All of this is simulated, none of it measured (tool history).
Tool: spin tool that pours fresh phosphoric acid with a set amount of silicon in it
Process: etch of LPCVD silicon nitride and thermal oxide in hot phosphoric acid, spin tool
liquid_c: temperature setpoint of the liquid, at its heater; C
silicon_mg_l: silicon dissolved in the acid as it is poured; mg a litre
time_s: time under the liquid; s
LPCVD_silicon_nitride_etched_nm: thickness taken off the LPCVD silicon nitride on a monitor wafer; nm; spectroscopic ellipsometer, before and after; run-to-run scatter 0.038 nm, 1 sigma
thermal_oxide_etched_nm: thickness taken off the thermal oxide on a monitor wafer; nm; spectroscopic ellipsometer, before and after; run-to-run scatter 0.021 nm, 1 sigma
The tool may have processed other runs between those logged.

run,hour,liquid_c,silicon_mg_l,time_s,LPCVD_silicon_nitride_etched_nm,thermal_oxide_etched_nm
1,0.0,162.0,18.0,180,14.9920,0.43907
2,2.1,162.0,18.0,250,20.7380,0.52739
3,6.8,162.0,18.0,285,23.7240,0.67607
4,10.6,161.0,16.0,245,19.6630,0.56485
5,17.8,160.0,16.0,215,16.6130,0.39548
6,22.9,159.5,13.5,190,14.4420,0.39863
7,30.1,159.0,12.5,175,13.1100,0.39017
8,36.7,157.0,15.5,115,8.0538,0.19040

Predict the results of run 9:
9,41.7,157.5,15.5,115,?,?

Run 9 produced LPCVD_silicon_nitride_etched_nm 8.1506 nm, thermal_oxide_etched_nm 0.22146 nm.
